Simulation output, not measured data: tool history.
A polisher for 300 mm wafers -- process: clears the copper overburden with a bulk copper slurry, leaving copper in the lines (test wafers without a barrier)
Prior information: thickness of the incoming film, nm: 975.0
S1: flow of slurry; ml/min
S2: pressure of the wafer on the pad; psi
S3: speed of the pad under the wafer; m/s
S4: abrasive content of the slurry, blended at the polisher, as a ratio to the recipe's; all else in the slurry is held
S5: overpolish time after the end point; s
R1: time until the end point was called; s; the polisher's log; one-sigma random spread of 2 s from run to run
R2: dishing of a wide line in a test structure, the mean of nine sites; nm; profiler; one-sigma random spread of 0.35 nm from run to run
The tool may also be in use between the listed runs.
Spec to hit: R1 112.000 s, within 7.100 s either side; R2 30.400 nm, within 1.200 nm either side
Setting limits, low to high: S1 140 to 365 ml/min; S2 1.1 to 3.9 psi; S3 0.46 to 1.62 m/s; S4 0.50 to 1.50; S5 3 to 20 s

run    day   S1   S2    S3    S4  S5       R1      R2
  1  0.000  235  2.5  1.04  1.00  10  104.160  56.408
  2  0.275  235  2.5  1.24  1.00  10   89.408  64.065
  3  0.646  240  2.3  1.24  1.00   8   96.772  50.221
  4  0.900  240  2.2  1.26  1.00   7   99.082  45.260
  5  1.142  200  2.2  1.26  1.00   7   98.896  43.868
  6  1.442  170  2.2  1.26  1.00   7  102.540  44.114
  7  1.742  175  2.1  1.28  1.00   6  101.860  37.508
  8  2.117  175  2.0  1.28  1.00   6  110.020  36.529

Of the 5 settings listed for the next run, only one would bring every result within its allowed miss of target. Which one?
  A  2.492  200  2.1  1.10  1.10   6   ?   ?
  B  2.492  195  2.2  1.14  1.10   8   ?   ?
  C  2.492  300  3.1  0.78  1.10   7   ?   ?
  D  2.492  265  1.5  1.54  1.10   5   ?   ?
  E  2.492  195  1.6  1.40  1.05  10   ?   ?

move       R1      R2
   A  116.130  35.120
   B  108.210  47.380
   C  110.210  42.881
   D  109.660  30.912
   E  117.640  51.137
A: nearer the targets than the last run, but a result is still out of spec
B: its largest miss is bigger than the last run's
C: its largest miss is bigger than the last run's
D: meets every target
E: its largest miss is bigger than the last run's
D meets every target.
